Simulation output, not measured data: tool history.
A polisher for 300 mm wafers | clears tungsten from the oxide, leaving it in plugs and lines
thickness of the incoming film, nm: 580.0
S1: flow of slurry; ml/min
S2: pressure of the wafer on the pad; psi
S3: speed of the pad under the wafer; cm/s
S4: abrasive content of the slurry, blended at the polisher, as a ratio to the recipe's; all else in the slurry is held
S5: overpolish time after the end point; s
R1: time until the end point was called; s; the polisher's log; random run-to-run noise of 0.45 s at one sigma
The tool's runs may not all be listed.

{"run": 1, "hour": 0.0, "S1": 225, "S2": 3.1, "S3": 132, "S4": 1, "S5": 27, "R1": 106.62}
{"run": 2, "hour": 4.7, "S1": 225, "S2": 3.5, "S3": 132, "S4": 1, "S5": 27, "R1": 94.207}
{"run": 3, "hour": 5.4, "S1": 270, "S2": 3.5, "S3": 132, "S4": 1, "S5": 27, "R1": 92.989}
{"run": 4, "hour": 11.0, "S1": 270, "S2": 3.5, "S3": 132, "S4": 1, "S5": 27, "R1": 93.897}
{"run": 5, "hour": 13.9, "S1": 270, "S2": 3.5, "S3": 158, "S4": 1, "S5": 27, "R1": 80.43}
{"run": 6, "hour": 17.0, "S1": 270, "S2": 4, "S3": 158, "S4": 1, "S5": 27, "R1": 69.704}
{"run": 7, "hour": 17.6, "S1": 270, "S2": 4.1, "S3": 158, "S4": 1, "S5": 27, "R1": 68.429}
{"run": 8, "hour": 22.7, "S1": 270, "S2": 4.1, "S3": 158, "S4": 1, "S5": 27, "R1": 67.039}
{"run": 9, "hour": 23.5, "S1": 270, "S2": 4.2, "S3": 158, "S4": 1, "S5": 27, "R1": 65.457}
{"run": 10, "hour": 29.0, "S1": 270, "S2": 4.3, "S3": 158, "S4": 1, "S5": 27, "R1": 64.048}
{"run": 11, "hour": 35.9, "S1": 270, "S2": 4.4, "S3": 158, "S4": 1, "S5": 27, "R1": 63.19}
{"run": 12, "hour": 42.7, "S1": 270, "S2": 4.5, "S3": 158, "S4": 1, "S5": 27, "R1": 63.078}
{"run": 13, "hour": 44.6, "S1": 270, "S2": 4.6, "S3": 160, "S4": 1, "S5": 27, "R1": 60.843}

Expected results for the next run?
{"run": 14, "hour": 53.0, "S1": 275, "S2": 4.7, "S3": 160, "S4": 1, "S5": 27, "R1": "?"}

R1: 58.603 s
